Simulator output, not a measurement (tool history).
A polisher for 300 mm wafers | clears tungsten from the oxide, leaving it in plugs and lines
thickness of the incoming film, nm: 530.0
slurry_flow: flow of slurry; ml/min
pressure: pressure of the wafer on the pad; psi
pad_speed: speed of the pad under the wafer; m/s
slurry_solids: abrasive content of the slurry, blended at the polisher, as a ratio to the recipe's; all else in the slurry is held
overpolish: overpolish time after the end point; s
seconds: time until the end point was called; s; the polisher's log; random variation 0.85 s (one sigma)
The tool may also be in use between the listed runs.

run 1 hour=0 | slurry_flow=210 pressure=4 pad_speed=1.2 slurry_solids=1 overpolish=9 | seconds=79.597
run 2 hour=7.9 | slurry_flow=210 pressure=4.6 pad_speed=1.22 slurry_solids=1 overpolish=9 | seconds=70.674
run 3 hour=13.1 | slurry_flow=210 pressure=4.6 pad_speed=1.22 slurry_solids=1 overpolish=9 | seconds=64.683
run 4 hour=14.8 | slurry_flow=210 pressure=4.2 pad_speed=1.22 slurry_solids=1 overpolish=9 | seconds=73.523
run 5 hour=17.2 | slurry_flow=210 pressure=4.7 pad_speed=1.24 slurry_solids=1 overpolish=9 | seconds=67.657
run 6 hour=25.6 | slurry_flow=210 pressure=5.1 pad_speed=1.3 slurry_solids=1 overpolish=9 | seconds=57.736
run 7 hour=33.6 | slurry_flow=210 pressure=5.1 pad_speed=1.3 slurry_solids=1 overpolish=9 | seconds=58.577
run 8 hour=36.8 | slurry_flow=210 pressure=5.4 pad_speed=1.32 slurry_solids=1 overpolish=9 | seconds=54.193

Forecast run 9:
run 9 hour=40.9 | slurry_flow=210 pressure=5.6 pad_speed=1.34 slurry_solids=1 overpolish=9 | seconds=?

seconds: 51.525 s
